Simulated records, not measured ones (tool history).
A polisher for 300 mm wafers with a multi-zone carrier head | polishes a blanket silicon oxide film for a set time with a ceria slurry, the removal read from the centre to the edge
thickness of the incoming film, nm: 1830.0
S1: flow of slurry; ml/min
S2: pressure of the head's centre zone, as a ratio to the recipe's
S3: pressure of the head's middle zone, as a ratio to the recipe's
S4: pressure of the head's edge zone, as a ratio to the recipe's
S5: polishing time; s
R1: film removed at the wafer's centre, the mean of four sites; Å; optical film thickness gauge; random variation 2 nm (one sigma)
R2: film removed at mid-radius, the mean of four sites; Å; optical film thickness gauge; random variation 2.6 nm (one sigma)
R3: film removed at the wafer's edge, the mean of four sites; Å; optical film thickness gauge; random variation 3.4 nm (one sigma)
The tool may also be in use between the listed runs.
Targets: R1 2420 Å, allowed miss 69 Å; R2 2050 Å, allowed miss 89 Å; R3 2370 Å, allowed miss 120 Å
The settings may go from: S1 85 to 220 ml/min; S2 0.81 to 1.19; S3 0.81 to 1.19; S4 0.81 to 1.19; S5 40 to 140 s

run	hour	S1	S2	S3	S4	S5	R1	R2	R3
1	0	140	1	1	1	90	3736.3	3870.3	3919.2
2	5.1	140	0.93	1	1	90	3501	3846	3949.1
3	8.9	140	0.93	1	1	79	3054.4	3433.9	3403
4	14.8	140	0.93	1	1	101	3893.7	4385.8	4360
5	22.1	140	0.93	0.96	1	101	3938.3	4207.1	4360.5
6	30.9	135	0.94	0.94	0.99	95	3703.7	3877.2	4081.3
7	38.8	135	0.95	0.92	0.98	89	3420	3573.9	3831.2
8	43	135	0.98	0.91	0.97	83	3339.8	3235.2	3431.1
9	43.7	130	0.98	0.9	0.97	79	3151.9	3090.1	3300.4
10	47.4	130	0.99	0.89	0.97	75	3023.6	2931.1	3126
11	49.3	130	1	0.88	0.98	72	2930.7	2726.9	3043.3
12	58.1	130	1.01	0.87	0.98	70	2886.5	2627	2959.2
13	66.3	130	1.01	0.86	0.98	68	2773.5	2499.7	2932
14	69.8	125	1.01	0.85	0.97	66	2695.9	2411.9	2740.5
15	75.7	95	1.03	0.81	0.99	56	2104.2	1820	2269.4
16	82	100	1.03	0.81	0.98	56	2165.3	1852.8	2264.1
17	87.5	105	1.03	0.81	0.98	56	2188.6	1885.9	2272.8

Which of these 4 next moves meets every target?
A	93	95	0.92	0.96	0.94	55	?	?	?
B	93	120	1.11	0.89	0.86	55	?	?	?
C	93	95	1.08	0.84	0.94	61	?	?	?
D	93	90	0.98	0.93	0.9	61	?	?	?

move	R1	R2	R3
A	1863.3	2045.4	2101
B	2444.6	2062	2130
C	2427	2029	2333.9
D	2152	2165.1	2260.1
A: further off than the last run
B: brings the result that was furthest off to its target, and leaves another outside
C: meets every target
D: further off than the last run
Move C is the one to make.

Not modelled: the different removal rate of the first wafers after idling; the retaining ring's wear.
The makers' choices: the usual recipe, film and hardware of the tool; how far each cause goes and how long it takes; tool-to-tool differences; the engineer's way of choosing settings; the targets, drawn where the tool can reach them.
